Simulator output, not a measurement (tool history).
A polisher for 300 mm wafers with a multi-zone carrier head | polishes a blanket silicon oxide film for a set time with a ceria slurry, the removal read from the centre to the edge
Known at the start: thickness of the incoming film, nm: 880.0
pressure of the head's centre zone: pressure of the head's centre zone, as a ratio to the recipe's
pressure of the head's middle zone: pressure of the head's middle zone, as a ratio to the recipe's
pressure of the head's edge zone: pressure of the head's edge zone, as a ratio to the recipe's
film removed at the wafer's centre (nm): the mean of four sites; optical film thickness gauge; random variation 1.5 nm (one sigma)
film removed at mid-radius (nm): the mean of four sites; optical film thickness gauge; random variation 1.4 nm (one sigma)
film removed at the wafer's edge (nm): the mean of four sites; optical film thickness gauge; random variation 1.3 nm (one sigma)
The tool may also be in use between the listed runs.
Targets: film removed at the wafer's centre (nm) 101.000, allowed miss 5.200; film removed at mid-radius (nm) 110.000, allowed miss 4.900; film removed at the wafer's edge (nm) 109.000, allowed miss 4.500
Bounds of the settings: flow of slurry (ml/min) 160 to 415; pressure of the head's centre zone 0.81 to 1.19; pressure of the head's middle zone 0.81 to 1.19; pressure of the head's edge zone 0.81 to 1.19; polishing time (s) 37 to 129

run,hour,flow of slurry (ml/min),pressure of the head's centre zone,pressure of the head's middle zone,pressure of the head's edge zone,polishing time (s),film removed at the wafer's centre (nm),film removed at mid-radius (nm),film removed at the wafer's edge (nm)
1,0.0,265,1.00,1.00,1.00,83,172.770,186.610,190.230
2,1.3,265,1.00,1.00,1.00,91,178.940,206.080,206.670
3,5.7,255,0.96,1.01,0.97,78,150.680,172.630,174.500
4,12.0,255,0.96,1.01,0.97,61,118.330,137.620,132.790
5,17.1,255,1.02,1.01,0.97,61,125.800,139.840,135.800
6,23.7,255,1.01,1.00,0.96,57,115.050,129.510,128.050
7,29.4,255,1.02,1.00,0.95,54,108.240,119.860,120.170
8,31.1,255,1.03,1.01,0.93,53,107.280,122.760,118.700
9,38.0,250,1.04,0.94,0.88,47,97.269,99.784,100.870
10,41.5,255,1.04,0.95,0.90,47,97.275,101.630,102.210
11,49.9,255,1.04,0.96,0.91,47,99.676,101.300,103.070
12,51.1,255,1.04,0.97,0.92,47,97.721,101.850,104.280
13,55.3,255,1.04,0.98,0.92,47,96.890,103.980,103.290
14,59.8,255,1.04,0.99,0.93,47,98.569,104.990,102.320

Which of these 4 next moves meets every target?
A,64.3,230,1.04,1.03,0.88,46,?,?,?
B,64.3,265,1.06,1.03,0.95,45,?,?,?
C,64.3,280,1.01,0.98,0.92,50,?,?,?
D,64.3,280,1.11,0.98,0.93,43,?,?,?

move,film removed at the wafer's centre (nm),film removed at mid-radius (nm),film removed at the wafer's edge (nm)
A,95.313,103.670,99.168
B,97.042,103.290,101.910
C,103.350,110.790,112.170
D,97.832,95.228,96.952
A: further off than the last run
B: further off than the last run
C: meets every target
D: further off than the last run
The right move is C.
